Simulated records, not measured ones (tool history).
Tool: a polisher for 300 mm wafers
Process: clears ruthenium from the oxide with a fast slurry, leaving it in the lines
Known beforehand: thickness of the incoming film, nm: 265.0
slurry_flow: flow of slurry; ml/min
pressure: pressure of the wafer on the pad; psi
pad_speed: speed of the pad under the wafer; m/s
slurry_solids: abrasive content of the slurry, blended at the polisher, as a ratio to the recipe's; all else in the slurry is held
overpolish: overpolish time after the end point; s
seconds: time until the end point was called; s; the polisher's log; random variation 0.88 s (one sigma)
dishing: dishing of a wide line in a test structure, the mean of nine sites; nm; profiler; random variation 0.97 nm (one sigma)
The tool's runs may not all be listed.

run,hour,slurry_flow,pressure,pad_speed,slurry_solids,overpolish,seconds,dishing
1,0.0,310,2.1,0.90,1.00,18,86.108,43.755
2,4.2,380,2.1,0.90,1.00,18,86.649,45.207
3,5.5,380,2.4,0.90,1.00,18,73.794,49.983
4,10.2,380,2.4,0.90,1.15,18,71.915,52.535
5,13.1,380,2.4,0.90,1.30,18,68.064,54.928
6,17.1,380,2.4,0.92,1.30,19,65.513,58.258
7,25.5,380,2.4,0.92,1.30,20,67.153,60.481

What will run 8 give?
8,30.9,375,2.9,0.94,1.30,27,?,?

{"run 8": {"seconds": 54.159, "dishing": 90.369}}
